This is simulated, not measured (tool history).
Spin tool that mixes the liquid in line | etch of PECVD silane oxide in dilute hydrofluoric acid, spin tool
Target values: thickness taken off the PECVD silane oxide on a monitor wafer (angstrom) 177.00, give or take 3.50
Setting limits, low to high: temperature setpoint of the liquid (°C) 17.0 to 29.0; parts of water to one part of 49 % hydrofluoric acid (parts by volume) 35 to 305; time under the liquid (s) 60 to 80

run,hour,temperature setpoint of the liquid (°C),parts of water to one part of 49 % hydrofluoric acid (parts by volume),time under the liquid (s),thickness taken off the PECVD silane oxide on a monitor wafer (angstrom)
1,0.0,21.0,170,80,143.44
2,3.7,21.0,125,80,203.67
3,10.1,20.5,125,80,199.55
4,16.0,22.0,125,80,213.70
5,17.8,21.5,125,80,207.78
6,20.2,21.5,125,80,208.33
7,25.5,21.0,125,80,204.85
8,28.2,20.5,125,80,200.12

Which single option among these 4 for the next run brings every result within its allowed miss of target? Just one does.
A,30.9,19.0,110,80,?
B,30.9,21.5,110,80,?
C,30.9,18.5,110,80,?
D,30.9,21.5,145,80,?

move,thickness taken off the PECVD silane oxide on a monitor wafer (angstrom)
A,217.97
B,241.33
C,213.52
D,176.09
A: the biggest miss grows against the last run
B: the biggest miss grows against the last run
C: the biggest miss grows against the last run
D: each result inside its tolerance
D is the move that brings every result within its allowed miss.
